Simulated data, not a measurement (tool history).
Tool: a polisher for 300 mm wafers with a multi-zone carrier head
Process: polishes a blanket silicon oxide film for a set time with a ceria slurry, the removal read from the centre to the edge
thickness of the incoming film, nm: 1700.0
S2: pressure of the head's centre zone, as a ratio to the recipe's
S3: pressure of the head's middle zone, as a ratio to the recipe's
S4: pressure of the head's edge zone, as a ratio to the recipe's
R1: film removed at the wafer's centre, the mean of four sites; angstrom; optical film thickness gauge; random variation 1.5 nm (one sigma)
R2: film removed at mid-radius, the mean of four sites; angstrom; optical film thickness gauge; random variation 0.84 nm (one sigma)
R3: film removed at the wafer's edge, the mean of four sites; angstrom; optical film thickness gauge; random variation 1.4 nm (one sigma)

run 1 hour=0 | flow_of_slurry_(ml/min)=285 S2=1 S3=1 S4=1 polishing_time_(s)=58 | R1=1346.1 R2=1359.1 R3=1381.2
run 2 hour=7.2 | flow_of_slurry_(ml/min)=285 S2=1 S3=1 S4=1.08 polishing_time_(s)=58 | R1=1362.9 R2=1386.4 R3=1442.9
run 3 hour=13.7 | flow_of_slurry_(ml/min)=315 S2=1 S3=1 S4=1.08 polishing_time_(s)=58 | R1=1382.8 R2=1386.2 R3=1437.2
run 4 hour=22 | flow_of_slurry_(ml/min)=315 S2=0.96 S3=1 S4=1.08 polishing_time_(s)=58 | R1=1282.8 R2=1385.8 R3=1435.8
run 5 hour=30.4 | flow_of_slurry_(ml/min)=315 S2=0.96 S3=1 S4=1.08 polishing_time_(s)=50 | R1=1113.9 R2=1200.2 R3=1229.2
run 6 hour=38 | flow_of_slurry_(ml/min)=325 S2=0.96 S3=1.02 S4=1.05 polishing_time_(s)=49 | R1=1082.7 R2=1194.7 R3=1193.9
run 7 hour=42.9 | flow_of_slurry_(ml/min)=330 S2=0.96 S3=1.03 S4=1.02 polishing_time_(s)=49 | R1=1125.9 R2=1227.7 R3=1201.1
run 8 hour=49.5 | flow_of_slurry_(ml/min)=295 S2=0.93 S3=1.12 S4=0.92 polishing_time_(s)=41 | R1=896.83 R2=1076.7 R3=927.2
run 9 hour=57.5 | flow_of_slurry_(ml/min)=310 S2=0.94 S3=1.13 S4=0.94 polishing_time_(s)=41 | R1=879.48 R2=1086.7 R3=948.99
run 10 hour=59.2 | flow_of_slurry_(ml/min)=310 S2=0.94 S3=1.13 S4=0.94 polishing_time_(s)=41 | R1=875.91 R2=1089.5 R3=943.31

Run 11 comes next. What will it give?
run 11 hour=62.9 | flow_of_slurry_(ml/min)=315 S2=0.96 S3=1.13 S4=0.94 polishing_time_(s)=42 | R1=? R2=? R3=?

Run 11 gave R1 954.3 angstrom, R2 1121.3 angstrom, R3 944.48 angstrom.
